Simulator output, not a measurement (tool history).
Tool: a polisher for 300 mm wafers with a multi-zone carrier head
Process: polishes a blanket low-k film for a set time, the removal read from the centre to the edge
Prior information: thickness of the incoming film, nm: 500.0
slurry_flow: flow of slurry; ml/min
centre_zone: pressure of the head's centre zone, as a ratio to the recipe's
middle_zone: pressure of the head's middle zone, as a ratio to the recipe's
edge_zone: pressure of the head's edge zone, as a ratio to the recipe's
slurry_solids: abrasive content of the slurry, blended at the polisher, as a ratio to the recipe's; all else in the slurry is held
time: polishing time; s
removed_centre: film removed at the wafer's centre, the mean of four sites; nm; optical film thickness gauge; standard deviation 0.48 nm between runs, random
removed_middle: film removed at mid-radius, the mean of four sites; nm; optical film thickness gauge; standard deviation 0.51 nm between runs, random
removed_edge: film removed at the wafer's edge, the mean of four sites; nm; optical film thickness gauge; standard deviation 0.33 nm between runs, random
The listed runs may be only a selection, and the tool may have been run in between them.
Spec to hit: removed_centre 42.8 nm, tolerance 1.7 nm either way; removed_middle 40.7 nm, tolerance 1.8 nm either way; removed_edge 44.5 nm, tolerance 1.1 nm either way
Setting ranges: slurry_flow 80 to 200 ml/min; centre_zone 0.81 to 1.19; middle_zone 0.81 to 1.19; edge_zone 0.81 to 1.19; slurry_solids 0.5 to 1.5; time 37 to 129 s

run	hour	slurry_flow	centre_zone	middle_zone	edge_zone	slurry_solids	time	removed_centre	removed_middle	removed_edge
1	0	130	1	1	1	1	83	32.486	36.427	37.352
2	8.7	130	1	1	1	1.1	83	33.628	37.898	38.583
3	11.2	130	1.03	1	1	1.1	83	35.411	38.585	38.261
4	18.4	130	0.95	1	1	1.1	83	31.66	38.332	38.367
5	23.8	130	0.95	1	1.03	1.1	83	32.316	38.893	39.101
6	31.8	130	0.99	1	1.03	1.1	83	33.102	37.742	39.717
# hour 38.1: centre zone pressure recalibrated
7	38.1	140	1.02	1	1.04	1.1	83	39.498	39.243	39.915
8	38.8	140	1.01	1	1.07	1.1	83	38.635	40.47	40.404
9	40.7	140	1.01	0.98	1.09	1.1	83	38.93	38.877	40.927
10	47.2	140	1	0.97	1.11	1.1	83	39.252	38.198	41.792

4 candidate next runs follow, results not yet known. Just one meets every target within its allowed miss. Identify it.
A	53.7	155	0.97	1.1	1.06	1.05	87	?	?	?
B	53.7	140	0.97	0.88	0.96	1.45	86	?	?	?
C	53.7	170	1.07	1.01	1.13	1.3	76	?	?	?
D	53.7	85	0.83	0.9	1.1	1.1	99	?	?	?

move	removed_centre	removed_middle	removed_edge
A	39.1	45.271	41.654
B	42.935	41.364	44.123
C	41.82	40.711	41.5
D	33.261	38.864	45.06
A: further off than the last run
B: in spec on every target
C: further off than the last run
D: puts the biggest miss on target and leaves a different result outside tolerance
The right move is B.
